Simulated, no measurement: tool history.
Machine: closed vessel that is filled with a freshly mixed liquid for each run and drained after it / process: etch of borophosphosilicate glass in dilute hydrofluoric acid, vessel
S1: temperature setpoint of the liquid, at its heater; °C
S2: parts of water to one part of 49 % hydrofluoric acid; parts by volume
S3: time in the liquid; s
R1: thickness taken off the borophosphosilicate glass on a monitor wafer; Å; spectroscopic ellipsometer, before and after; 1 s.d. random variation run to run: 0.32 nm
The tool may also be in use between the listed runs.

run,hour,S1,S2,S3,R1
1,0,24,210,610,802.83
2,6.5,23,210,610,778.65
3,14.5,23,240,610,655.22
4,20.7,22.5,240,610,645.7
5,21.8,22,240,610,631.41
6,28.1,24,240,610,683.79
7,34.6,23.5,240,610,674.03

Forecast run 8:
8,43.2,23,240,610,?

R1: 667.07 Å
